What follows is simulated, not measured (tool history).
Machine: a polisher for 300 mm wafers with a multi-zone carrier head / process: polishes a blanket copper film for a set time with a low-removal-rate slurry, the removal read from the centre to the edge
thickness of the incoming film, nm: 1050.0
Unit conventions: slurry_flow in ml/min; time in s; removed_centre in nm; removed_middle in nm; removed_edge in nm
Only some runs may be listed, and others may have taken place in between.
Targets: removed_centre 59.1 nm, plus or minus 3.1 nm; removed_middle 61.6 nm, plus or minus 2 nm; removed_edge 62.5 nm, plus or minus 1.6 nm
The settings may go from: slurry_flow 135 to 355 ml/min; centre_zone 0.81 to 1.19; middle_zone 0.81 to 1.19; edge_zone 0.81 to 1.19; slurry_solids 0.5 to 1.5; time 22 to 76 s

{"run": 1, "day": 0.0, "slurry_flow": 225, "centre_zone": 1, "middle_zone": 1, "edge_zone": 1, "slurry_solids": 1, "time": 49, "removed_centre": 94.428, "removed_middle": 89.129, "removed_edge": 91.832}
{"run": 2, "day": 0.038, "slurry_flow": 215, "centre_zone": 0.96, "middle_zone": 0.98, "edge_zone": 0.96, "slurry_solids": 0.85, "time": 46, "removed_centre": 77.663, "removed_middle": 78.638, "removed_edge": 81.86}
{"run": 3, "day": 0.35, "slurry_flow": 215, "centre_zone": 0.97, "middle_zone": 0.98, "edge_zone": 0.93, "slurry_solids": 0.75, "time": 44, "removed_centre": 73.716, "removed_middle": 74.736, "removed_edge": 74.055}
{"run": 4, "day": 0.675, "slurry_flow": 260, "centre_zone": 0.97, "middle_zone": 0.98, "edge_zone": 0.93, "slurry_solids": 0.75, "time": 44, "removed_centre": 75.581, "removed_middle": 75.693, "removed_edge": 75.269}
{"run": 5, "day": 1.05, "slurry_flow": 255, "centre_zone": 0.95, "middle_zone": 0.95, "edge_zone": 0.9, "slurry_solids": 0.65, "time": 43, "removed_centre": 68.473, "removed_middle": 67.958, "removed_edge": 69.451}
{"day": 1.421, "done": "worn pad replaced by a new one"}
{"run": 6, "day": 1.421, "slurry_flow": 250, "centre_zone": 0.93, "middle_zone": 0.94, "edge_zone": 0.88, "slurry_solids": 0.6, "time": 43, "removed_centre": 69.669, "removed_middle": 70.001, "removed_edge": 71.963}
{"run": 7, "day": 1.462, "slurry_flow": 250, "centre_zone": 0.92, "middle_zone": 0.94, "edge_zone": 0.88, "slurry_solids": 0.55, "time": 41, "removed_centre": 63.384, "removed_middle": 63.766, "removed_edge": 66.399}
{"run": 8, "day": 1.75, "slurry_flow": 250, "centre_zone": 0.91, "middle_zone": 0.94, "edge_zone": 0.87, "slurry_solids": 0.55, "time": 40, "removed_centre": 60.822, "removed_middle": 63.352, "removed_edge": 64.717}

Which single option among these 5 for the next run brings every result within its allowed miss of target? Just one does.
{"run": "A", "day": 2.038, "slurry_flow": 260, "centre_zone": 0.85, "middle_zone": 0.89, "edge_zone": 0.92, "slurry_solids": 0.65, "time": 39, "removed_centre": "?", "removed_middle": "?", "removed_edge": "?"}
{"run": "B", "day": 2.038, "slurry_flow": 245, "centre_zone": 0.81, "middle_zone": 0.88, "edge_zone": 0.99, "slurry_solids": 0.5, "time": 40, "removed_centre": "?", "removed_middle": "?", "removed_edge": "?"}
{"run": "C", "day": 2.038, "slurry_flow": 245, "centre_zone": 0.91, "middle_zone": 0.89, "edge_zone": 0.89, "slurry_solids": 0.5, "time": 40, "removed_centre": "?", "removed_middle": "?", "removed_edge": "?"}
{"run": "D", "day": 2.038, "slurry_flow": 200, "centre_zone": 0.91, "middle_zone": 0.95, "edge_zone": 0.87, "slurry_solids": 0.5, "time": 41, "removed_centre": "?", "removed_middle": "?", "removed_edge": "?"}
{"run": "E", "day": 2.038, "slurry_flow": 250, "centre_zone": 0.87, "middle_zone": 0.91, "edge_zone": 0.89, "slurry_solids": 0.55, "time": 37, "removed_centre": "?", "removed_middle": "?", "removed_edge": "?"}

move=A removed_centre=57.918 removed_middle=62.896 removed_edge=68.482
move=B removed_centre=51.575 removed_middle=58.326 removed_edge=66.087
move=C removed_centre=58.007 removed_middle=58.823 removed_edge=63.321
move=D removed_centre=58.228 removed_middle=62.297 removed_edge=63.38
move=E removed_centre=53.101 removed_middle=57.336 removed_edge=60.592
A: moves away from the targets compared with the last run
B: moves away from the targets compared with the last run
C: gets the furthest-off result to its target, but another result is out of tolerance
D: every result within its allowed miss
E: the result that was furthest off in the last run now lies on the other side of its target
So the answer is move D, the one that meets all the targets.
